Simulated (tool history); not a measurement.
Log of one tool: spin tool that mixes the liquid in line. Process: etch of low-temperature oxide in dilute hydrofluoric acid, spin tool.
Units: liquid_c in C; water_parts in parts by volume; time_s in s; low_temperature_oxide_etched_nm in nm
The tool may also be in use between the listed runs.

| run | hour | liquid_c | water_parts | time_s | low_temperature_oxide_etched_nm |
|---|---|---|---|---|---|
| 1 | 0.0 | 25.0 | 125 | 270 | 22.372 |
| 2 | 4.7 | 25.0 | 105 | 270 | 27.322 |
| 3 | 12.0 | 27.0 | 100 | 270 | 31.262 |
| 4 | 16.9 | 27.0 | 85 | 270 | 37.265 |
| 5 | 21.1 | 27.5 | 85 | 270 | 37.998 |
| 6 | 24.8 | 25.0 | 85 | 270 | 34.683 |
| 7 | 27.4 | 26.0 | 85 | 270 | 35.840 |
| 8 | 31.5 | 27.0 | 85 | 270 | 37.163 |
| 9 | 33.5 | 27.5 | 85 | 270 | 37.995 |

Forecast run 10:
| 10 | 34.8 | 28.0 | 85 | 270 | ? |

{"run 10": {"low_temperature_oxide_etched_nm": 38.867}}

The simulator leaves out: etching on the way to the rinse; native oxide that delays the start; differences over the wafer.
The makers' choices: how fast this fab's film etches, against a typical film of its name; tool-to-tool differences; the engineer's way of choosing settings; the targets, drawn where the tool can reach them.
